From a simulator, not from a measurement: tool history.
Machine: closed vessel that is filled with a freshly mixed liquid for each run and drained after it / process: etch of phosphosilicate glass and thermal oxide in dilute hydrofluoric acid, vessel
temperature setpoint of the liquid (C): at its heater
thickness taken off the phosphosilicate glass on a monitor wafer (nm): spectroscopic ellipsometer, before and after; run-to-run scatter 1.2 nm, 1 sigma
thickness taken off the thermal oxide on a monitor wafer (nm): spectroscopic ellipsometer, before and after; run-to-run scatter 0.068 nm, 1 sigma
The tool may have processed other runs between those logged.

run  hour  temperature setpoint of the liquid (C)  parts of water to one part of 49 % hydrofluoric acid (parts by volume)  time in the liquid (s)  thickness taken off the phosphosilicate glass on a monitor wafer (nm)  thickness taken off the thermal oxide on a monitor wafer (nm)
  1     0                                      26                                                                      80                      60                                                                 139.77                                                         4.1352
  2   8.8                                      24                                                                      80                      60                                                                  128.1                                                         3.7906
  3  10.4                                      27                                                                      75                      60                                                                 156.48                                                         4.5523
  4  12.3                                      27                                                                      75                      80                                                                 206.64                                                         6.1658
  5  18.6                                      29                                                                      75                      80                                                                 223.57                                                          6.705
  6  23.3                                      29                                                                      50                      80                                                                  349.7                                                         10.309
  7    28                                    27.5                                                                      50                      80                                                                 328.96                                                         9.8035
  8  28.9                                    26.5                                                                      50                      80                                                                 315.95                                                         9.2759

Run 9 has not been measured yet. What should we expect?
  9  37.2                                    25.5                                                                      50                      80                                                                      ?                                                              ?

thickness taken off the phosphosilicate glass on a monitor wafer (nm): 305.35
thickness taken off the thermal oxide on a monitor wafer (nm): 8.8905

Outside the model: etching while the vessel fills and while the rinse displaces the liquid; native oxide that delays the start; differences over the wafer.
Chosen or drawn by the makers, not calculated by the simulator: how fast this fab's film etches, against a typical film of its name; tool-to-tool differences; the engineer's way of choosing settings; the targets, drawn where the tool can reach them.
